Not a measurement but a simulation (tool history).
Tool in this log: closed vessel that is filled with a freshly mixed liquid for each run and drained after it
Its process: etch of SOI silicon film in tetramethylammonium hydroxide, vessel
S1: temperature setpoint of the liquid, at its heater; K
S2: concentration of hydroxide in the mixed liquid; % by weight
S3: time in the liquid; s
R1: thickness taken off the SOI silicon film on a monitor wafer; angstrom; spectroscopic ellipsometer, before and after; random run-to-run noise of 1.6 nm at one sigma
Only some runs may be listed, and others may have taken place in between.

run,hour,S1,S2,S3,R1
1,0.0,336.15,13.0,95,3947.4
2,2.6,339.15,13.0,95,4771.3
3,8.1,339.15,13.0,100,4979.2
4,13.2,338.15,13.0,100,4653.7
5,16.3,338.15,13.0,95,4451.7
6,22.2,338.15,14.0,95,4281.0
7,28.6,337.65,14.0,95,4178.5

Predict the results of run 8:
8,30.5,334.15,14.0,95,?

Run 8 came out at R1 3366.7 angstrom.
